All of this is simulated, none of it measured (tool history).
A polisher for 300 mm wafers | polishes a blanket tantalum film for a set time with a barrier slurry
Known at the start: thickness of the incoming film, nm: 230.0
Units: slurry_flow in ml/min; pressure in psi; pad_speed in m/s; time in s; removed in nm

Run 1, day 0: slurry_flow 130 ml/min, pressure 1.4 psi, pad_speed 0.76 m/s, slurry_solids 1, time 51 s. Result: removed 41.272 nm.
Run 2, day 0.154: slurry_flow 130 ml/min, pressure 1.2 psi, pad_speed 0.76 m/s, slurry_solids 1, time 51 s. Result: removed 36.87 nm.
Run 3, day 0.433: slurry_flow 125 ml/min, pressure 1.1 psi, pad_speed 0.76 m/s, slurry_solids 1, time 51 s. Result: removed 34.576 nm.
Run 4, day 0.675: slurry_flow 125 ml/min, pressure 1 psi, pad_speed 0.76 m/s, slurry_solids 1, time 51 s. Result: removed 32.383 nm.
Run 5, day 0.95: slurry_flow 145 ml/min, pressure 1 psi, pad_speed 0.76 m/s, slurry_solids 1, time 51 s. Result: removed 33.279 nm.
Run 6, day 1.058: slurry_flow 145 ml/min, pressure 1 psi, pad_speed 0.9 m/s, slurry_solids 1, time 51 s. Result: removed 38.28 nm.

Forecast run 7:
Run 7, day 1.096: slurry_flow 140 ml/min, pressure 0.9 psi, pad_speed 0.88 m/s, slurry_solids 1, time 51 s. Result: removed ?.

{"run 7": {"removed": 34.926}}
